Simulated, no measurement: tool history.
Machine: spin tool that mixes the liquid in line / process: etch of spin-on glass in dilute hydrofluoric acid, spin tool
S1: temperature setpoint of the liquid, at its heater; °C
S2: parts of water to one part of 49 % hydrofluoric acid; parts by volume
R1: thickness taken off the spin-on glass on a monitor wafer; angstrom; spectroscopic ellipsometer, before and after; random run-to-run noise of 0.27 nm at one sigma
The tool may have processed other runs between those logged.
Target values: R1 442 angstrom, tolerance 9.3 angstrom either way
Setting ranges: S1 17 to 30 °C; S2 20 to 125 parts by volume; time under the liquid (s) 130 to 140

{"run": 1, "hour": 0.0, "S1": 22, "S2": 70, "time under the liquid (s)": 130, "R1": 506.79}
{"run": 2, "hour": 3.2, "S1": 21.5, "S2": 70, "time under the liquid (s)": 130, "R1": 494.1}
{"run": 3, "hour": 8.4, "S1": 21.5, "S2": 50, "time under the liquid (s)": 130, "R1": 699.56}
{"run": 4, "hour": 14.6, "S1": 21.5, "S2": 50, "time under the liquid (s)": 140, "R1": 756.33}
{"run": 5, "hour": 18.8, "S1": 21.5, "S2": 30, "time under the liquid (s)": 140, "R1": 1284.8}
{"hour": 24.5, "done": "thermometer replaced"}
{"run": 6, "hour": 24.5, "S1": 23, "S2": 30, "time under the liquid (s)": 140, "R1": 1511.8}
{"run": 7, "hour": 32.7, "S1": 22, "S2": 35, "time under the liquid (s)": 140, "R1": 1230.2}
{"run": 8, "hour": 33.7, "S1": 18, "S2": 65, "time under the liquid (s)": 140, "R1": 540.9}

Pick the move, out of 5, that brings all results within their allowed miss; only one does.
{"run": "A", "hour": 34.7, "S1": 17, "S2": 75, "time under the liquid (s)": 135, "R1": "?"}
{"run": "B", "hour": 34.7, "S1": 18.5, "S2": 70, "time under the liquid (s)": 140, "R1": "?"}
{"run": "C", "hour": 34.7, "S1": 17, "S2": 70, "time under the liquid (s)": 130, "R1": "?"}
{"run": "D", "hour": 34.7, "S1": 19.5, "S2": 85, "time under the liquid (s)": 135, "R1": "?"}
{"run": "E", "hour": 34.7, "S1": 17, "S2": 65, "time under the liquid (s)": 130, "R1": "?"}

move=A R1=426.93
move=B R1=508.48
move=C R1=442.87
move=D R1=414.06
move=E R1=479.55
A: carries the result that was furthest off beyond its target, to the other side
B: nearer than the last run, and not there yet
C: every result lands within tolerance
D: carries the result that was furthest off beyond its target, to the other side
E: nearer than the last run, and not there yet
So the answer is move C, the one that meets all the targets.

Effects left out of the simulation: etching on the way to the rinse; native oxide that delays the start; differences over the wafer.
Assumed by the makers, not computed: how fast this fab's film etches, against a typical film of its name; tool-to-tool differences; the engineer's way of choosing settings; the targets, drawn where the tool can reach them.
